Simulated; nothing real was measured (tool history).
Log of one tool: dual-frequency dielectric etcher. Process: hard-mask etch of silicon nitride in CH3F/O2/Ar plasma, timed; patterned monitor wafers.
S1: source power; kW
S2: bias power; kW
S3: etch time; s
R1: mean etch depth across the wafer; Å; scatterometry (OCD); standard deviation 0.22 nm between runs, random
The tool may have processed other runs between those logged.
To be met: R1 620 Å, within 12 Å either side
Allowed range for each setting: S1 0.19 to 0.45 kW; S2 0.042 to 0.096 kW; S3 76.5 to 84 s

Run 1, hour 0: S1 0.32 kW, S2 0.069 kW, S3 84 s. Result: R1 531.6 Å.
Run 2, hour 7.2: S1 0.35 kW, S2 0.07 kW, S3 84 s. Result: R1 553.17 Å.
Run 3, hour 15.3: S1 0.37 kW, S2 0.071 kW, S3 84 s. Result: R1 572.13 Å.
Run 4, hour 18.7: S1 0.37 kW, S2 0.071 kW, S3 84 s. Result: R1 576.16 Å.
Run 5, hour 23.8: S1 0.38 kW, S2 0.071 kW, S3 84 s. Result: R1 580.51 Å.
Run 6, hour 31.7: S1 0.38 kW, S2 0.071 kW, S3 84 s. Result: R1 581.71 Å.
Run 7, hour 34.4: S1 0.39 kW, S2 0.071 kW, S3 84 s. Result: R1 583.2 Å.
Run 8, hour 36.1: S1 0.4 kW, S2 0.072 kW, S3 84 s. Result: R1 593.02 Å.
Run 9, hour 39.7: S1 0.41 kW, S2 0.072 kW, S3 84 s. Result: R1 605.49 Å.
Run 10, hour 41.4: S1 0.42 kW, S2 0.072 kW, S3 84 s. Result: R1 607.24 Å.
Run 11, hour 46.5: S1 0.42 kW, S2 0.072 kW, S3 84 s. Result: R1 608.46 Å.

Of the 4 settings listed for the next run, only one would bring every result within its allowed miss of target. Which one?
Run A, hour 51.6: S1 0.44 kW, S2 0.071 kW, S3 81 s. Result: R1 ?.
Run B, hour 51.6: S1 0.43 kW, S2 0.073 kW, S3 84 s. Result: R1 ?.
Run C, hour 51.6: S1 0.42 kW, S2 0.074 kW, S3 79 s. Result: R1 ?.
Run D, hour 51.6: S1 0.4 kW, S2 0.08 kW, S3 79.5 s. Result: R1 ?.

move      R1
   A  595.74
   B  619.36
   C  580.25
   D  592.03
A: lands further from the targets than the last run did
B: hits every target within its allowed miss
C: lands further from the targets than the last run did
D: lands further from the targets than the last run did
Answer: B
